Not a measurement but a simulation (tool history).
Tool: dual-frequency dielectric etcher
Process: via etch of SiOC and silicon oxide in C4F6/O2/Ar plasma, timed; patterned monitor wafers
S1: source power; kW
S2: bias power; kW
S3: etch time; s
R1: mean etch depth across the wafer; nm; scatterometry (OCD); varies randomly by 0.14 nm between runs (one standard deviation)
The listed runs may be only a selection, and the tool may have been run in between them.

| run | hour | S1 | S2 | S3 | R1 |
|---|---|---|---|---|---|
| 1 | 0.0 | 0.250 | 0.195 | 71 | 64.020 |
| 2 | 6.0 | 0.240 | 0.194 | 71 | 62.485 |
| 3 | 9.8 | 0.240 | 0.193 | 71 | 62.312 |
| 4 | 12.8 | 0.240 | 0.193 | 71 | 62.105 |
| 5 | 16.5 | 0.240 | 0.219 | 71 | 66.182 |
| 6 | 18.3 | 0.230 | 0.218 | 71 | 64.425 |

Estimate the outcome of run 7 from the log above:
|  | 21.6 | wet clean of the chamber |
| 7 | 21.6 | 0.220 | 0.217 | 71 | ? |

{"run 7": {"R1": 65.674}}

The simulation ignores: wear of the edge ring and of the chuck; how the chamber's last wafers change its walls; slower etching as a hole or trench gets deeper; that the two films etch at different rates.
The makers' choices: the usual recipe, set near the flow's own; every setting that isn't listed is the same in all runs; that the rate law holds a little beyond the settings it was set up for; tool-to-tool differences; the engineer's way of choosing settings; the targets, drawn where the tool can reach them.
